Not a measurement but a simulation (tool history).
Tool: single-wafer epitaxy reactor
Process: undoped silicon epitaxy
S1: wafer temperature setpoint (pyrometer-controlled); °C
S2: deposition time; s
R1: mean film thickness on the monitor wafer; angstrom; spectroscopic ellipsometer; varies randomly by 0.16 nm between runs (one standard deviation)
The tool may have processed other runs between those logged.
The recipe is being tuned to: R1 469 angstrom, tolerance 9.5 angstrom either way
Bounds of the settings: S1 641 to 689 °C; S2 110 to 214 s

run 1 hour=0 | S1=665 S2=162 | R1=347.81
run 2 hour=1.5 | S1=667 S2=162 | R1=363.89
run 3 hour=5.4 | S1=669 S2=162 | R1=381.37
run 4 hour=8.9 | S1=671 S2=162 | R1=396.89
run 5 hour=17.6 | S1=672 S2=162 | R1=406.64
run 6 hour=23.8 | S1=673 S2=162 | R1=413.7
run 7 hour=27 | S1=674 S2=162 | R1=422.58
run 8 hour=33.5 | S1=675 S2=162 | R1=434.87

Of the 5 settings listed for the next run, only one would bring every result within its allowed miss of target. Which one?
run A hour=40 | S1=673 S2=185 | R1=?
run B hour=40 | S1=671 S2=162 | R1=?
run C hour=40 | S1=673 S2=158 | R1=?
run D hour=40 | S1=670 S2=163 | R1=?
run E hour=40 | S1=670 S2=172 | R1=?

move=A R1=472.51
move=B R1=396.42
move=C R1=403.55
move=D R1=390.4
move=E R1=411.95
A: all results land within tolerance of their targets
B: the biggest miss grows against the last run
C: the biggest miss grows against the last run
D: the biggest miss grows against the last run
E: the biggest miss grows against the last run
A is the move that brings every result within its allowed miss.
